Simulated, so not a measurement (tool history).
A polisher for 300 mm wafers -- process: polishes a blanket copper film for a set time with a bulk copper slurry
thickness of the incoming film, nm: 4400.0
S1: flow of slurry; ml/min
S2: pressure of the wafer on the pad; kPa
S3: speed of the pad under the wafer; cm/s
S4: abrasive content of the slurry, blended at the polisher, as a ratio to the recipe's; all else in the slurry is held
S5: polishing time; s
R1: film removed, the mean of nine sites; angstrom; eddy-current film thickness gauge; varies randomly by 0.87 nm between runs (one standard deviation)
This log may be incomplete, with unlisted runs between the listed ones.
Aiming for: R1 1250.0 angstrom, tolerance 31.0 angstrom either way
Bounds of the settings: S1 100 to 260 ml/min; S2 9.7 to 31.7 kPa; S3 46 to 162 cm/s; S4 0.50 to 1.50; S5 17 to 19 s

run  hour   S1    S2   S3    S4  S5      R1
  1   0.0  165  20.7  104  1.00  19  1776.8
  2   1.9  160  19.3  104  1.00  19  1666.5
  3   8.4  155  18.6  104  1.00  19  1625.7
  4  16.5  155  22.8  104  1.00  19  1922.5
  5  23.9  150  21.4  104  1.00  19  1806.1
  6  26.7  150  21.4   82  1.00  19  1435.3
  7  29.1  145  20.7   82  1.00  19  1391.0
  8  35.8  140  20.0   82  1.00  19  1338.9
  9  36.8  135  20.0   82  1.00  19  1316.0
 10  38.2  130  20.0   82  1.00  19  1319.7
 11  45.0  125  20.0   82  1.00  19  1286.2
 12  46.8  120  20.0   82  1.00  19  1286.4

Of the 4 settings listed for the next run, only one would bring every result within its allowed miss of target. Which one?
  A  48.6  155  21.4  84  0.85  18   ?
  B  48.6  130  17.9  92  1.10  18   ?
  C  48.6  100  20.0  86  1.10  18   ?
  D  48.6  105  24.1  70  1.40  19   ?

move      R1
   A  1348.3
   B  1298.2
   C  1232.8
   D  1314.0
A: misses by more than the last run did
B: misses by more than the last run did
C: all results in spec
D: misses by more than the last run did
The right move is C.
